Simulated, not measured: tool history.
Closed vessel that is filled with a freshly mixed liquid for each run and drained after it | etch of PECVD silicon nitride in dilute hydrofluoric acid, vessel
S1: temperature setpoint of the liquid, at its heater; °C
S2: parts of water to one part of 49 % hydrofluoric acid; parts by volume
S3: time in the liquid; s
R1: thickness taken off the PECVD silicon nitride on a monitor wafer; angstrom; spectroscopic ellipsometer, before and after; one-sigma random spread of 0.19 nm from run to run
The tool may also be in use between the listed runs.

{"run": 1, "hour": 0.0, "S1": 22.0, "S2": 230, "S3": 3200, "R1": 371.53}
{"run": 2, "hour": 6.5, "S1": 20.5, "S2": 250, "S3": 3200, "R1": 310.97}
{"run": 3, "hour": 12.7, "S1": 17.0, "S2": 250, "S3": 3200, "R1": 248.3}
{"run": 4, "hour": 17.0, "S1": 17.0, "S2": 265, "S3": 3200, "R1": 233.03}
{"run": 5, "hour": 21.2, "S1": 19.0, "S2": 265, "S3": 3200, "R1": 267.79}
{"run": 6, "hour": 28.1, "S1": 17.0, "S2": 265, "S3": 3200, "R1": 234.26}
{"run": 7, "hour": 30.3, "S1": 17.0, "S2": 275, "S3": 3200, "R1": 228.03}

Estimate the outcome of run 8 from the log above:
{"run": 8, "hour": 33.1, "S1": 17.0, "S2": 280, "S3": 3200, "R1": "?"}

{"run 8": {"R1": 221.22}}
